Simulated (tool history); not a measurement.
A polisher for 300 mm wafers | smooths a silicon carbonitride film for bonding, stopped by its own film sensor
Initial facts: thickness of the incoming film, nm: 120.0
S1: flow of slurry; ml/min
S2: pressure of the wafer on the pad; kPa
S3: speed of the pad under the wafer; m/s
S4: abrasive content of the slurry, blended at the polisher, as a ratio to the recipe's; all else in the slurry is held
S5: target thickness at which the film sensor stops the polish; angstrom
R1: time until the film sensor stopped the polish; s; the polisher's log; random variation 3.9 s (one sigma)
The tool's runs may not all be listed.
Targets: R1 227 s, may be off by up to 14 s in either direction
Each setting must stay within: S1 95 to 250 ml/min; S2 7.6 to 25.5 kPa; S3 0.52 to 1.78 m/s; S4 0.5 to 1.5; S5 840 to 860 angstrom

run  hour   S1    S2    S3    S4   S5      R1
  1     0  160  16.5  1.14     1  860  87.154
  2   4.5  130  16.5  1.14     1  860  91.513
  3   6.8  130  16.5  1.14  0.85  860  101.78
  4  14.7  130  15.2  1.08  0.85  860   115.6
  5  15.7  130  13.8  1.04  0.85  860  130.08
  6    17  130  12.4     1  0.85  860  152.65
  7  22.7  130  11.7     1  0.85  860  152.65
  8  26.2  130    11  0.98  0.85  860  168.23
     32.9  -- worn pad replaced by a new one
  9  32.9  130  10.3  0.96  0.85  860  168.26
 10    34  130   7.6  0.66  0.75  860  344.55

4 candidate next runs follow, results not yet known. Just one meets every target within its allowed miss. Identify it.
  A  35.1  100   11  1.04  0.65  860   ?
  B  35.1  110  9.7  0.78   0.8  860   ?
  C  35.1  140   11  0.82  0.75  860   ?
  D  35.1  145  9.7  0.98  0.75  860   ?

move      R1
   A  202.76
   B  227.15
   C  197.69
   D  193.74
A: carries the result that was furthest off beyond its target, to the other side
B: all results land within tolerance of their targets
C: carries the result that was furthest off beyond its target, to the other side
D: carries the result that was furthest off beyond its target, to the other side
B meets every target.

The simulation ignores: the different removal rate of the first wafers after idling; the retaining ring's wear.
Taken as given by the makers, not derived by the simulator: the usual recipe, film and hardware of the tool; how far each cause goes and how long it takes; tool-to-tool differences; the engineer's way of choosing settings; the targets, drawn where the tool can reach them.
